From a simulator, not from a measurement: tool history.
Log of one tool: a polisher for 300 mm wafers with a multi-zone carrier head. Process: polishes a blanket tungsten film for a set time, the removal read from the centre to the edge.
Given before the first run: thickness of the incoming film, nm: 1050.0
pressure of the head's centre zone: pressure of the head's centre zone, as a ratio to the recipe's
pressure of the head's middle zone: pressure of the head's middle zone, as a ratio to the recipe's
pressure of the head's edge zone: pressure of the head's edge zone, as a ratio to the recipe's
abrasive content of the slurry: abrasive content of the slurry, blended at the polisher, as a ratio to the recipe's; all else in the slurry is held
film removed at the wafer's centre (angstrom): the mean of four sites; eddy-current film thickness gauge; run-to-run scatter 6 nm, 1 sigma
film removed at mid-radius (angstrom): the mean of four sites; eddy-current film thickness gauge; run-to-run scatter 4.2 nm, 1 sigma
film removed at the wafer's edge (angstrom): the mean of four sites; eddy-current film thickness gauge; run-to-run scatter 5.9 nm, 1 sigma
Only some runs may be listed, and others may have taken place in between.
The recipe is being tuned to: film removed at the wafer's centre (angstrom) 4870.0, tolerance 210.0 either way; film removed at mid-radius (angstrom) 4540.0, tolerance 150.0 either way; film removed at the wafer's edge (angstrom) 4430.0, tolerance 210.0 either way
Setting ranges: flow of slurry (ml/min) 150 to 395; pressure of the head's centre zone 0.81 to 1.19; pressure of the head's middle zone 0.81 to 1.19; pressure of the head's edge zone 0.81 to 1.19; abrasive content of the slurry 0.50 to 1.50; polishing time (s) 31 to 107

run,hour,flow of slurry (ml/min),pressure of the head's centre zone,pressure of the head's middle zone,pressure of the head's edge zone,abrasive content of the slurry,polishing time (s),film removed at the wafer's centre (angstrom),film removed at mid-radius (angstrom),film removed at the wafer's edge (angstrom)
1,0.0,250,1.00,1.00,1.00,1.00,69,3521.9,3413.7,3431.7
2,7.1,305,1.00,1.00,1.00,1.00,69,3562.6,3448.0,3449.5
3,13.9,275,1.00,1.00,1.00,1.00,69,3591.9,3514.7,3506.5
4,16.7,275,1.02,1.02,1.02,1.10,70,3736.8,3687.9,3626.1
5,19.7,275,1.02,1.06,1.02,1.10,70,3758.8,3815.9,3524.0
6,26.9,275,1.04,1.05,1.03,1.20,72,4031.3,4028.4,3875.8
7,33.4,275,1.07,1.06,1.04,1.25,72,4228.9,4146.7,3888.4
8,35.4,275,1.08,1.06,1.05,1.30,72,4291.5,4221.2,3957.1
9,43.0,275,1.10,1.06,1.06,1.35,72,4337.8,4263.0,4084.0
10,43.8,280,1.12,1.06,1.07,1.40,72,4457.5,4201.7,4132.8
11,50.7,280,1.13,1.07,1.08,1.40,72,4594.9,4232.7,4063.3
12,53.0,280,1.13,1.07,1.08,1.40,73,4628.4,4370.4,4260.8
13,53.9,285,1.14,1.08,1.09,1.40,73,4649.8,4382.5,4162.1

Which one of the following 4 next-run settings gets every result inside its allowed miss? There is exactly one.
A,54.8,310,1.11,1.14,1.19,1.50,67,?,?,?
B,54.8,265,1.15,1.09,1.07,1.40,71,?,?,?
C,54.8,225,0.94,1.03,1.12,1.50,76,?,?,?
D,54.8,355,1.13,1.06,1.06,1.30,78,?,?,?

move,film removed at the wafer's centre (angstrom),film removed at mid-radius (angstrom),film removed at the wafer's edge (angstrom)
A,4280.5,4309.6,4140.8
B,4522.5,4246.3,4045.7
C,4023.5,4356.5,4467.4
D,4909.2,4564.7,4410.4
A: the biggest miss grows against the last run
B: the biggest miss grows against the last run
C: meets the target for the result that was furthest off, but another lies outside its allowed miss
D: every result lands within tolerance
Move D is the one to make.
